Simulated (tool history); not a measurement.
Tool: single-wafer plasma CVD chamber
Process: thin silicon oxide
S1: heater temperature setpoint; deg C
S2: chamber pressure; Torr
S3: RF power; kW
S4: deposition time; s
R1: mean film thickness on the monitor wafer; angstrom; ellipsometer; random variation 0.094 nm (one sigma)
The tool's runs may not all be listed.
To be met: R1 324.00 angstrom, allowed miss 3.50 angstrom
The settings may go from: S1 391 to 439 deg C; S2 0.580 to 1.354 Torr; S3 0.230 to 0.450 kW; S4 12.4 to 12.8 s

{"run": 1, "hour": 0.0, "S1": 415, "S2": 0.967, "S3": 0.34, "S4": 12.4, "R1": 251.06}
{"run": 2, "hour": 5.8, "S1": 415, "S2": 1.085, "S3": 0.34, "S4": 12.4, "R1": 273.87}
{"run": 3, "hour": 13.9, "S1": 415, "S2": 1.085, "S3": 0.34, "S4": 12.8, "R1": 282.96}
{"run": 4, "hour": 18.3, "S1": 415, "S2": 1.085, "S3": 0.385, "S4": 12.8, "R1": 296.09}
{"run": 5, "hour": 21.0, "S1": 415, "S2": 1.098, "S3": 0.385, "S4": 12.8, "R1": 298.67}
{"run": 6, "hour": 23.4, "S1": 415, "S2": 1.098, "S3": 0.385, "S4": 12.8, "R1": 297.68}
{"run": 7, "hour": 27.7, "S1": 415, "S2": 1.11, "S3": 0.385, "S4": 12.8, "R1": 299.89}
{"run": 8, "hour": 30.1, "S1": 415, "S2": 1.121, "S3": 0.385, "S4": 12.8, "R1": 304.39}
{"run": 9, "hour": 30.7, "S1": 415, "S2": 1.211, "S3": 0.385, "S4": 12.8, "R1": 315.55}
{"run": 10, "hour": 39.0, "S1": 415, "S2": 1.211, "S3": 0.385, "S4": 12.8, "R1": 317.78}
{"run": 11, "hour": 47.4, "S1": 415, "S2": 1.215, "S3": 0.385, "S4": 12.8, "R1": 319.22}
{"run": 12, "hour": 48.0, "S1": 415, "S2": 1.218, "S3": 0.385, "S4": 12.8, "R1": 316.16}
{"run": 13, "hour": 51.8, "S1": 415, "S2": 1.223, "S3": 0.385, "S4": 12.8, "R1": 319.35}
{"run": 14, "hour": 55.9, "S1": 415, "S2": 1.226, "S3": 0.385, "S4": 12.8, "R1": 318.99}

Which of these 5 next moves meets every target?
{"run": "A", "hour": 60.0, "S1": 406, "S2": 1.306, "S3": 0.4, "S4": 12.7, "R1": "?"}
{"run": "B", "hour": 60.0, "S1": 408, "S2": 1.354, "S3": 0.375, "S4": 12.8, "R1": "?"}
{"run": "C", "hour": 60.0, "S1": 421, "S2": 1.231, "S3": 0.43, "S4": 12.6, "R1": "?"}
{"run": "D", "hour": 60.0, "S1": 404, "S2": 1.183, "S3": 0.405, "S4": 12.5, "R1": "?"}
{"run": "E", "hour": 60.0, "S1": 407, "S2": 1.181, "S3": 0.415, "S4": 12.5, "R1": "?"}

move=A R1=331.92
move=B R1=332.10
move=C R1=325.03
move=D R1=314.19
move=E R1=315.87
A: takes the result that was furthest off past its target
B: takes the result that was furthest off past its target
C: meets every target
D: further off than the last run
E: further off than the last run
Move C is the one to make.

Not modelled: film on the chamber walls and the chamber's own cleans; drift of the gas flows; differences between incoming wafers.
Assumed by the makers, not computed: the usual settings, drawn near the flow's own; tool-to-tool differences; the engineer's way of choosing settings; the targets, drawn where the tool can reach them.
